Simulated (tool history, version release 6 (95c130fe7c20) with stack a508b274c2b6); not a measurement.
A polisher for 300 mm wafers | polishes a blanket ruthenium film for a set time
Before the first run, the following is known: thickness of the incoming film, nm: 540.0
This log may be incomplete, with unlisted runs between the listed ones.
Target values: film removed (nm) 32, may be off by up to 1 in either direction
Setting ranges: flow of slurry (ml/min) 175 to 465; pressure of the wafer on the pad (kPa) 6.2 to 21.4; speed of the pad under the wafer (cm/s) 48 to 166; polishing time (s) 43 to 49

| run | hour | flow of slurry (ml/min) | pressure of the wafer on the pad (kPa) | speed of the pad under the wafer (cm/s) | polishing time (s) | film removed (nm) |
|---|---|---|---|---|---|---|
| 1 | 0 | 295 | 13.8 | 106 | 49 | 65.477 |
| 2 | 7 | 295 | 13.8 | 106 | 49 | 64.576 |
| 3 | 11.3 | 295 | 13.1 | 104 | 49 | 60.574 |
| 4 | 13.8 | 295 | 12.4 | 102 | 49 | 57.622 |
| 5 | 18.9 | 295 | 12.4 | 78 | 49 | 44.213 |
| 6 | 22.2 | 295 | 11.7 | 78 | 49 | 41.294 |
| 7 | 28.6 | 295 | 11 | 78 | 49 | 40.007 |
| 8 | 31.2 | 295 | 10.3 | 78 | 49 | 36.997 |
| 9 | 33.1 | 295 | 9.7 | 78 | 49 | 35.406 |

Consider the 4 candidate settings below. Which is the only one whose results all fall within their allowed miss of target?
| A | 35 | 285 | 9.7 | 82 | 49 | ? |
| B | 35 | 220 | 7.6 | 114 | 49 | ? |
| C | 35 | 340 | 9.7 | 80 | 43 | ? |
| D | 35 | 270 | 11 | 80 | 45 | ? |

| move | film removed (nm) |
|---|---|
| A | 36.523 |
| B | 39.455 |
| C | 31.808 |
| D | 36.71 |
A: the biggest miss grows against the last run
B: the biggest miss grows against the last run
C: hits every target within its allowed miss
D: the biggest miss grows against the last run
Answer: C
